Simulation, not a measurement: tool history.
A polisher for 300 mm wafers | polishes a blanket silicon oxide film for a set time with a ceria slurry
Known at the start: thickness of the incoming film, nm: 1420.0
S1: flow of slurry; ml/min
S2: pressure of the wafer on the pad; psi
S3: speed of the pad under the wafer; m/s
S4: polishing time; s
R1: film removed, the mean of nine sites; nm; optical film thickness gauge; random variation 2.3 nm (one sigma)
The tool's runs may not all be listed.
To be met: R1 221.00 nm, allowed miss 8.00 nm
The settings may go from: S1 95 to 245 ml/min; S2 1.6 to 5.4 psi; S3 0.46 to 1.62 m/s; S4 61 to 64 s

Run 1, hour 0.0: S1 155 ml/min, S2 3.5 psi, S3 1.04 m/s, S4 61 s. Result: R1 357.80 nm.
Run 2, hour 0.7: S1 155 ml/min, S2 3.5 psi, S3 0.84 m/s, S4 61 s. Result: R1 308.09 nm.
Run 3, hour 3.8: S1 155 ml/min, S2 3.5 psi, S3 0.84 m/s, S4 64 s. Result: R1 325.96 nm.
Run 4, hour 8.4: S1 185 ml/min, S2 3.5 psi, S3 0.84 m/s, S4 64 s. Result: R1 338.14 nm.
Run 5, hour 11.1: S1 185 ml/min, S2 3.5 psi, S3 0.84 m/s, S4 64 s. Result: R1 336.19 nm.
Run 6, hour 19.1: S1 180 ml/min, S2 3.1 psi, S3 0.84 m/s, S4 64 s. Result: R1 298.77 nm.
Run 7, hour 26.8: S1 175 ml/min, S2 2.8 psi, S3 0.84 m/s, S4 64 s. Result: R1 267.26 nm.
Run 8, hour 32.7: S1 170 ml/min, S2 2.6 psi, S3 0.84 m/s, S4 64 s. Result: R1 244.04 nm.
Run 9, hour 38.2: S1 160 ml/min, S2 2.5 psi, S3 0.84 m/s, S4 64 s. Result: R1 235.85 nm.

Which of these 4 next moves meets every target?
Run A, hour 43.7: S1 220 ml/min, S2 2.8 psi, S3 0.54 m/s, S4 61 s. Result: R1 ?.
Run B, hour 43.7: S1 105 ml/min, S2 2.5 psi, S3 0.76 m/s, S4 64 s. Result: R1 ?.
Run C, hour 43.7: S1 155 ml/min, S2 2.4 psi, S3 0.82 m/s, S4 64 s. Result: R1 ?.
Run D, hour 43.7: S1 145 ml/min, S2 2.2 psi, S3 0.84 m/s, S4 64 s. Result: R1 ?.

move      R1
   A  200.60
   B  203.46
   C  221.70
   D  204.94
A: takes the result that was furthest off past its target
B: takes the result that was furthest off past its target
C: meets every target
D: takes the result that was furthest off past its target
The right move is C.
